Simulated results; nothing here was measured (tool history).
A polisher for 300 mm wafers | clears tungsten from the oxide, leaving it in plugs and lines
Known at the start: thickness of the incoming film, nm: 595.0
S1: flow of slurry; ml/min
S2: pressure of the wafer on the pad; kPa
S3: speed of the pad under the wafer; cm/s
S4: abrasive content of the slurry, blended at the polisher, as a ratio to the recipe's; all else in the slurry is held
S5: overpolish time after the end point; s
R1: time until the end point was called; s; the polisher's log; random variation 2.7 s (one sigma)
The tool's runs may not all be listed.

Run 1, hour 0.0: S1 305 ml/min, S2 21.4 kPa, S3 122 cm/s, S4 1.00, S5 9 s. Result: R1 118.99 s.
Run 2, hour 3.0: S1 305 ml/min, S2 21.4 kPa, S3 98 cm/s, S4 1.00, S5 9 s. Result: R1 150.97 s.
Run 3, hour 4.8: S1 305 ml/min, S2 21.4 kPa, S3 98 cm/s, S4 0.85, S5 9 s. Result: R1 155.08 s.
Run 4, hour 5.7: S1 305 ml/min, S2 25.5 kPa, S3 98 cm/s, S4 0.85, S5 9 s. Result: R1 130.89 s.
Run 5, hour 13.6: S1 305 ml/min, S2 23.4 kPa, S3 98 cm/s, S4 0.85, S5 9 s. Result: R1 140.90 s.
Run 6, hour 14.9: S1 305 ml/min, S2 27.6 kPa, S3 98 cm/s, S4 0.85, S5 9 s. Result: R1 122.26 s.
Run 7, hour 19.0: S1 305 ml/min, S2 27.6 kPa, S3 98 cm/s, S4 0.85, S5 9 s. Result: R1 120.72 s.

Forecast run 8:
Run 8, hour 20.2: S1 305 ml/min, S2 25.5 kPa, S3 98 cm/s, S4 0.85, S5 9 s. Result: R1 ?.

{"run 8": {"R1": 132.1}}
